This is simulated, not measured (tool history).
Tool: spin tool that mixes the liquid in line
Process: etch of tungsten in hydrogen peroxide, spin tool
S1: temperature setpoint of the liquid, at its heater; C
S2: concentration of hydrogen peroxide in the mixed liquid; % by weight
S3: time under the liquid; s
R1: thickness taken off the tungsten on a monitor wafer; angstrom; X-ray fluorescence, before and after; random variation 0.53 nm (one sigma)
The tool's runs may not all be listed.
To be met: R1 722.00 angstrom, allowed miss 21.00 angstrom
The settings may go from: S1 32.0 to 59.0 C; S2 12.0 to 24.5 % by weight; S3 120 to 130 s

| run | day | S1 | S2 | S3 | R1 |
|---|---|---|---|---|---|
| 1 | 0.000 | 43.0 | 16.5 | 120 | 883.23 |
| 2 | 0.212 | 43.0 | 16.5 | 120 | 883.15 |
| 3 | 0.254 | 42.5 | 16.5 | 120 | 843.55 |
| 4 | 0.283 | 42.5 | 16.5 | 130 | 933.61 |
| 5 | 0.379 | 41.5 | 16.5 | 130 | 872.87 |
| 6 | 0.642 | 41.0 | 16.5 | 130 | 838.51 |
| 7 | 0.946 | 40.5 | 16.5 | 130 | 810.22 |
| 8 | 1.312 | 40.0 | 16.5 | 130 | 794.61 |
| 9 | 1.408 | 39.5 | 16.5 | 130 | 769.25 |

Which of these 4 next moves meets every target?
| A | 1.504 | 39.5 | 17.0 | 120 | ? |
| B | 1.504 | 39.5 | 17.0 | 130 | ? |
| C | 1.504 | 41.5 | 14.0 | 125 | ? |
| D | 1.504 | 40.0 | 15.0 | 130 | ? |

| move | R1 |
|---|---|
| A | 721.40 |
| B | 781.51 |
| C | 776.42 |
| D | 758.43 |
A: meets every target
B: further off than the last run
C: further off than the last run
D: nearer than the last run, and not there yet
Answer: A

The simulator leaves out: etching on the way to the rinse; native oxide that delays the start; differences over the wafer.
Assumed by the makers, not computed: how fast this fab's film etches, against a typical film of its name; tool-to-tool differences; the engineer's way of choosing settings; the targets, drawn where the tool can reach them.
